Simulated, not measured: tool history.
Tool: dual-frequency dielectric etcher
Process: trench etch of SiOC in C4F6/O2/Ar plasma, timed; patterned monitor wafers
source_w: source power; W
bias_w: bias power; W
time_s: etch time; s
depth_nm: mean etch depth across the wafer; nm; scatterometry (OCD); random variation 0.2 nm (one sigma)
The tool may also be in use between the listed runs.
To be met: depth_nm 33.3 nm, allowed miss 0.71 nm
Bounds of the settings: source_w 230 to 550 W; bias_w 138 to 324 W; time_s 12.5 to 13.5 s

run,day,source_w,bias_w,time_s,depth_nm
1,0,390,231,13.5,29.519
2,0.342,410,234,13.5,30.119
3,0.396,430,237,13.5,30.9
4,0.508,430,216,13.5,29.224
5,0.554,450,222,13.5,29.803
6,0.596,450,222,12.5,27.907
7,0.808,460,237,12.5,29.311
8,0.846,460,237,12.5,29.064
9,1.217,470,250,12.5,29.675
10,1.371,470,263,12.5,30.708
11,1.688,470,263,12.5,30.727
12,1.779,480,270,12.5,31.267
13,2.067,480,276,12.5,31.785
14,2.175,490,280,12.5,32.357
15,2.296,500,282,12.5,32.135

4 next moves are on the table. One of them brings every result within its allowed miss. Which?
A,2.417,490,249,13,?
B,2.417,510,283,13.5,?
C,2.417,470,268,13.5,?
D,2.417,530,279,13.5,?

move,depth_nm
A,31.531
B,35.341
C,33.615
D,35.469
A: further off than the last run
B: takes the result that was furthest off past its target
C: meets every target
D: takes the result that was furthest off past its target
The right move is C.
